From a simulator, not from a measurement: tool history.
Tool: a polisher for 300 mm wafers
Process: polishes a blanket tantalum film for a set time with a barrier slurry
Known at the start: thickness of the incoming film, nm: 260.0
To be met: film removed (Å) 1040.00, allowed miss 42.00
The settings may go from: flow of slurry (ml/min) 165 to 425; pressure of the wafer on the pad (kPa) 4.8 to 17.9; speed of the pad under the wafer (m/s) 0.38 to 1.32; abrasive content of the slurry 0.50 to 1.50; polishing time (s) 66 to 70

| run | hour | flow of slurry (ml/min) | pressure of the wafer on the pad (kPa) | speed of the pad under the wafer (m/s) | abrasive content of the slurry | polishing time (s) | film removed (Å) |
|---|---|---|---|---|---|---|---|
| 1 | 0.0 | 275 | 11.0 | 0.84 | 1.00 | 66 | 805.79 |
| 2 | 5.3 | 275 | 11.0 | 0.84 | 1.00 | 70 | 845.14 |
| 3 | 9.5 | 275 | 11.0 | 0.84 | 0.80 | 70 | 789.53 |
| 4 | 10.1 | 210 | 11.0 | 0.84 | 0.80 | 70 | 764.04 |
| 5 | 17.0 | 215 | 11.7 | 0.84 | 0.80 | 70 | 797.38 |
| 6 | 21.2 | 165 | 11.7 | 0.84 | 0.80 | 70 | 764.68 |
| 7 | 26.7 | 185 | 12.4 | 0.84 | 0.80 | 70 | 828.96 |
| 8 | 32.7 | 200 | 13.1 | 0.84 | 0.80 | 70 | 862.81 |
| 9 | 37.1 | 210 | 13.8 | 0.84 | 0.80 | 70 | 917.61 |
| 10 | 37.6 | 210 | 15.2 | 0.84 | 0.80 | 70 | 963.00 |

Which of these 4 next moves meets every target?
| A | 38.1 | 185 | 17.9 | 0.68 | 0.60 | 70 | ? |
| B | 38.1 | 165 | 15.9 | 0.84 | 0.75 | 70 | ? |
| C | 38.1 | 195 | 15.9 | 0.88 | 0.80 | 70 | ? |
| D | 38.1 | 210 | 14.5 | 0.86 | 0.80 | 69 | ? |

| move | film removed (Å) |
|---|---|
| A | 844.29 |
| B | 958.09 |
| C | 1040.40 |
| D | 945.25 |
A: further off than the last run
B: further off than the last run
C: meets every target
D: further off than the last run
Move C is the one to make.
